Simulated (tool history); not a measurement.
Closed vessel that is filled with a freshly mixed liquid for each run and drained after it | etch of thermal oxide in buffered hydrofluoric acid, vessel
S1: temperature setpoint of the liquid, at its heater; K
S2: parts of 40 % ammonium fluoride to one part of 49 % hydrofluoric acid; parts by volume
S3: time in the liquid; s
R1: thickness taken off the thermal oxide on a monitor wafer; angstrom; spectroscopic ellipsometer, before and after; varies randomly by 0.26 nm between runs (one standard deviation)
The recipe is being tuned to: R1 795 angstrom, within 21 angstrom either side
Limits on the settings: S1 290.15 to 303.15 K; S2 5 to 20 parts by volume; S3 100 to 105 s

run,hour,S1,S2,S3,R1
1,0,295.15,12,100,881.23
2,3.7,296.65,12,100,961.65
3,12.4,296.65,12,105,1008.8
4,17.6,296.65,12,100,963.17
5,25.4,296.15,12,100,934.96
6,26.5,295.65,12,100,905.36
7,35.2,295.15,12,100,879.11
8,42.7,294.15,12,100,840.04

Which of these 4 next moves meets every target?
A,50.2,292.65,11,105,?
B,50.2,295.65,13,105,?
C,50.2,297.15,15,100,?
D,50.2,295.65,12.5,100,?

move,R1
A,880
B,883.16
C,793.62
D,874.04
A: further off than the last run
B: further off than the last run
C: in spec on every target
D: further off than the last run
The move that meets every target is C.
